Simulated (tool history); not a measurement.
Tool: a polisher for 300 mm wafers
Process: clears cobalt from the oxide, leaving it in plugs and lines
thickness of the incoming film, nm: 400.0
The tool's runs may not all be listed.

run,hour,flow of slurry (ml/min),pressure of the wafer on the pad (kPa),speed of the pad under the wafer (m/s),overpolish time after the end point (s),time until the end point was called (s),dishing of a wide line in a test structure (Å)
1,0.0,175,16.5,1.24,29,49.143,581.58
2,6.5,175,16.5,0.96,29,62.641,572.12
3,10.4,175,16.5,0.66,29,84.399,527.53
4,17.2,175,16.5,0.56,29,99.798,515.03
5,24.2,215,16.5,0.56,29,95.749,518.35
6,31.7,215,19.3,0.74,27,68.668,554.40
7,35.2,200,20.7,0.90,21,55.021,535.50
8,44.0,200,22.1,1.00,22,49.511,554.76
9,49.6,200,22.8,1.12,22,45.727,567.34
10,50.5,200,23.4,1.24,21,39.524,562.73

Forecast run 11:
11,58.5,200,24.1,1.32,23,?,?

time until the end point was called (s): 36.647
dishing of a wide line in a test structure (Å): 581.38

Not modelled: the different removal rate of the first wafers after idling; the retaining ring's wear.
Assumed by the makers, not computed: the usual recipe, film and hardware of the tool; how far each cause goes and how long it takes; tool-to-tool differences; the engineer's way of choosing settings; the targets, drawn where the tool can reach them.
